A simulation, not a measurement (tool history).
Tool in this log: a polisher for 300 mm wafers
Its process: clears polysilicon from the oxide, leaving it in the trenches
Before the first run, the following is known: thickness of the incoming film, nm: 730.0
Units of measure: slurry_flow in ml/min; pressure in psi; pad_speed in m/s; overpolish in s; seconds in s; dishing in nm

Run 1, day 0: slurry_flow 210 ml/min, pressure 2.5 psi, pad_speed 0.88 m/s, overpolish 25 s. Result: seconds 67.045 s, dishing 60.313 nm.
Run 2, day 0.338: slurry_flow 255 ml/min, pressure 2.5 psi, pad_speed 0.88 m/s, overpolish 25 s. Result: seconds 64.6 s, dishing 60.592 nm.
Run 3, day 0.383: slurry_flow 255 ml/min, pressure 1.9 psi, pad_speed 0.88 m/s, overpolish 25 s. Result: seconds 83.413 s, dishing 57.366 nm.
Run 4, day 0.571: slurry_flow 275 ml/min, pressure 2.1 psi, pad_speed 0.98 m/s, overpolish 21 s. Result: seconds 68.554 s, dishing 59.204 nm.
At day 0.692: slurry nozzle cleaned.
Run 5, day 0.692: slurry_flow 260 ml/min, pressure 2.3 psi, pad_speed 1.06 m/s, overpolish 18 s. Result: seconds 54.351 s, dishing 59.131 nm.
Run 6, day 1.025: slurry_flow 260 ml/min, pressure 2.3 psi, pad_speed 0.96 m/s, overpolish 18 s. Result: seconds 59.756 s, dishing 58.209 nm.

What does the tool deliver on the next run?
Run 7, day 1.25: slurry_flow 250 ml/min, pressure 2.5 psi, pad_speed 0.96 m/s, overpolish 15 s. Result: seconds ?, dishing ?.

seconds: 55.397 s
dishing: 57.665 nm
